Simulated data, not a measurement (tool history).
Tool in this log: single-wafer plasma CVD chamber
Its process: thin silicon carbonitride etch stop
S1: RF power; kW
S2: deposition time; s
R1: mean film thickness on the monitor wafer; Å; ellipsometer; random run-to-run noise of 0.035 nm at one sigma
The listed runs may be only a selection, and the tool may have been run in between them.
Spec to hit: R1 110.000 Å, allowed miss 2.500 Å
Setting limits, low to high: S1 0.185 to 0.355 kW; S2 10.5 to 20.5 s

run 1 day=0.000 | S1=0.270 S2=15.5 | R1=93.474
run 2 day=0.108 | S1=0.280 S2=15.8 | R1=96.606
run 3 day=0.154 | S1=0.290 S2=16.0 | R1=98.564
run 4 day=0.258 | S1=0.295 S2=16.2 | R1=100.160
run 5 day=0.346 | S1=0.300 S2=16.4 | R1=102.550
run 6 day=0.442 | S1=0.325 S2=16.4 | R1=104.660
run 7 day=0.804 | S1=0.330 S2=16.5 | R1=106.720
run 8 day=0.883 | S1=0.335 S2=16.5 | R1=106.420
run 9 day=0.988 | S1=0.335 S2=16.6 | R1=107.190

5 next moves are on the table. One of them brings every result within its allowed miss. Which?
run A day=1.092 | S1=0.305 S2=16.4 | R1=?
run B day=1.092 | S1=0.340 S2=16.0 | R1=?
run C day=1.092 | S1=0.335 S2=15.8 | R1=?
run D day=1.092 | S1=0.310 S2=17.3 | R1=?
run E day=1.092 | S1=0.355 S2=17.4 | R1=?

move=A R1=103.510
move=B R1=104.600
move=C R1=102.800
move=D R1=109.760
move=E R1=115.340
A: lands further from the targets than the last run did
B: lands further from the targets than the last run did
C: lands further from the targets than the last run did
D: each result inside its tolerance
E: moves the result that the last run missed by most past its target, out the other side
The right move is D.
